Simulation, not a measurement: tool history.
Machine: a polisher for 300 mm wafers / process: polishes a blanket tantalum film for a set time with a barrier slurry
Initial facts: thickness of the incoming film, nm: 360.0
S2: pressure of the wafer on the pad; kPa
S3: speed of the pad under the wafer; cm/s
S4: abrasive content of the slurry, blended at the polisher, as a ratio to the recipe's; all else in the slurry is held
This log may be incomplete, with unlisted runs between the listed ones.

run 1 hour=0 | flow_of_slurry_(ml/min)=220 S2=13.1 S3=128 S4=1 polishing_time_(s)=71 | film_removed_(nm)=129.45
run 2 hour=7.5 | flow_of_slurry_(ml/min)=220 S2=13.1 S3=128 S4=1.1 polishing_time_(s)=71 | film_removed_(nm)=135.32
run 3 hour=9.2 | flow_of_slurry_(ml/min)=220 S2=13.1 S3=128 S4=0.95 polishing_time_(s)=71 | film_removed_(nm)=130.66
run 4 hour=15.9 | flow_of_slurry_(ml/min)=220 S2=11.7 S3=128 S4=0.95 polishing_time_(s)=71 | film_removed_(nm)=115.76
run 5 hour=21.1 | flow_of_slurry_(ml/min)=220 S2=11 S3=128 S4=0.95 polishing_time_(s)=71 | film_removed_(nm)=111.47
run 6 hour=25.9 | flow_of_slurry_(ml/min)=220 S2=13.8 S3=128 S4=0.95 polishing_time_(s)=71 | film_removed_(nm)=135.09

For run 7, what comes out?
run 7 hour=32 | flow_of_slurry_(ml/min)=220 S2=12.4 S3=128 S4=0.95 polishing_time_(s)=71 | film_removed_(nm)=?

Run 7 gave film removed (nm) 120.19.
